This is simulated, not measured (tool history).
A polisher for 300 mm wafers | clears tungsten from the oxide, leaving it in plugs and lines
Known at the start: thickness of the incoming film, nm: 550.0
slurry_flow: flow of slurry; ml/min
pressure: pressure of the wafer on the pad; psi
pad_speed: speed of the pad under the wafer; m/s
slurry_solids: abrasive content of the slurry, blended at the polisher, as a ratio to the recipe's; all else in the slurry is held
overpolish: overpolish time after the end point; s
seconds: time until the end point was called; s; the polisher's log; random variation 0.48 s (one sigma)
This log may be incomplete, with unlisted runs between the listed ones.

run 1 hour=0.0 | slurry_flow=240 pressure=4.4 pad_speed=1.38 slurry_solids=1.0 overpolish=4 | seconds=67.171
run 2 hour=7.5 | slurry_flow=240 pressure=3.7 pad_speed=1.38 slurry_solids=1.0 overpolish=4 | seconds=78.040
run 3 hour=16.4 | slurry_flow=240 pressure=4.7 pad_speed=1.40 slurry_solids=1.0 overpolish=4 | seconds=62.519
run 4 hour=17.8 | slurry_flow=240 pressure=5.4 pad_speed=1.44 slurry_solids=1.0 overpolish=4 | seconds=54.645
run 5 hour=23.4 | slurry_flow=240 pressure=5.9 pad_speed=1.50 slurry_solids=1.0 overpolish=4 | seconds=47.239
run 6 hour=29.2 | slurry_flow=240 pressure=5.9 pad_speed=1.28 slurry_solids=1.0 overpolish=4 | seconds=53.992
run 7 hour=31.8 | slurry_flow=240 pressure=6.2 pad_speed=1.36 slurry_solids=1.0 overpolish=4 | seconds=48.994
run 8 hour=37.3 | slurry_flow=240 pressure=6.4 pad_speed=1.42 slurry_solids=1.0 overpolish=4 | seconds=46.537

Run 9 has not been measured yet. What should we expect?
run 9 hour=43.7 | slurry_flow=240 pressure=6.5 pad_speed=1.48 slurry_solids=1.0 overpolish=4 | seconds=?

seconds: 43.581 s
